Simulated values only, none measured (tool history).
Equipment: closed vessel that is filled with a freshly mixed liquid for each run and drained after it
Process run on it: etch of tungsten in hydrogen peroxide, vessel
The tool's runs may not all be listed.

| run | day | temperature setpoint of the liquid (°C) | concentration of hydrogen peroxide in the mixed liquid (% by weight) | time in the liquid (s) | thickness taken off the tungsten on a monitor wafer (Å) |
|---|---|---|---|---|---|
| 1 | 0 | 48 | 19.5 | 30 | 249.47 |
| 2 | 0.088 | 48 | 19.5 | 30 | 241.88 |
| 3 | 0.396 | 44 | 19.5 | 30 | 190.82 |
| 4 | 0.492 | 41.5 | 19.5 | 30 | 160.88 |
|  | 0.758 | new drum of peroxide connected |
| 5 | 0.758 | 41.5 | 19.5 | 30 | 169.23 |
| 6 | 0.829 | 41.5 | 16 | 30 | 149.91 |

What will run 7 give?
| 7 | 1.121 | 40.5 | 16 | 30 | ? |

For run 7 the tool returned thickness taken off the tungsten on a monitor wafer (Å) 142.98.
